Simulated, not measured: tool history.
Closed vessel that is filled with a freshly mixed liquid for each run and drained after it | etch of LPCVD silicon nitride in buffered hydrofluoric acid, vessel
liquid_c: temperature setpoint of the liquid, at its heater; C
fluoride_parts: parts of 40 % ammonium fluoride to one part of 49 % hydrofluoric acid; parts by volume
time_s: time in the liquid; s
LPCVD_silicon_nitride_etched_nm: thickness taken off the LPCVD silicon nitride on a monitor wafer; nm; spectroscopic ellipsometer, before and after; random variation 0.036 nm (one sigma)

run	hour	liquid_c	fluoride_parts	time_s	LPCVD_silicon_nitride_etched_nm
1	0.0	24.0	13.5	905	10.4590
2	0.9	23.5	13.5	905	10.2780
3	2.9	23.0	13.5	905	9.9651
4	5.0	22.5	13.5	905	9.7007
5	8.4	22.5	10.5	905	12.5570
6	15.1	25.5	10.5	905	14.5050
# hour 23.7: thermometer replaced
7	23.7	24.5	11.0	905	11.9660
8	26.9	23.5	11.5	905	10.7660
9	35.7	23.0	11.5	905	10.5060
10	37.1	22.5	11.5	905	10.0930
11	45.7	22.0	11.5	905	9.9203
12	52.6	21.5	11.5	905	9.6727
13	61.2	21.0	11.5	905	9.3663

The next listed run, before its measurement:
14	63.6	20.5	11.5	905	?

LPCVD_silicon_nitride_etched_nm: 9.1708 nm
